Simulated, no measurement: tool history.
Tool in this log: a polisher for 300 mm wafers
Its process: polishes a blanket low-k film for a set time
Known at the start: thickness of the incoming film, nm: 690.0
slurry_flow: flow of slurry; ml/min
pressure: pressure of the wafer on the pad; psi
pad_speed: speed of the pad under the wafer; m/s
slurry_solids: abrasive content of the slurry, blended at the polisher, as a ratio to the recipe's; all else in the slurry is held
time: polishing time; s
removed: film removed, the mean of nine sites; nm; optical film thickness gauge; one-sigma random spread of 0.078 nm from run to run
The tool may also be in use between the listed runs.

run 1 hour=0.0 | slurry_flow=250 pressure=1.5 pad_speed=0.96 slurry_solids=1.0 time=24 | removed=7.6670
run 2 hour=3.7 | slurry_flow=255 pressure=1.6 pad_speed=0.96 slurry_solids=1.0 time=24 | removed=8.2277
run 3 hour=12.6 | slurry_flow=255 pressure=1.6 pad_speed=0.84 slurry_solids=1.0 time=24 | removed=7.5959
run 4 hour=19.5 | slurry_flow=285 pressure=1.6 pad_speed=0.84 slurry_solids=1.0 time=24 | removed=7.5488
run 5 hour=25.5 | slurry_flow=285 pressure=1.7 pad_speed=0.84 slurry_solids=1.0 time=24 | removed=7.9760
run 6 hour=27.8 | slurry_flow=340 pressure=1.7 pad_speed=0.84 slurry_solids=1.0 time=24 | removed=8.1531

Run 7 comes next. What will it give?
run 7 hour=32.0 | slurry_flow=350 pressure=2.1 pad_speed=0.84 slurry_solids=1.0 time=24 | removed=?

Run 7 gave removed 10.1490 nm.
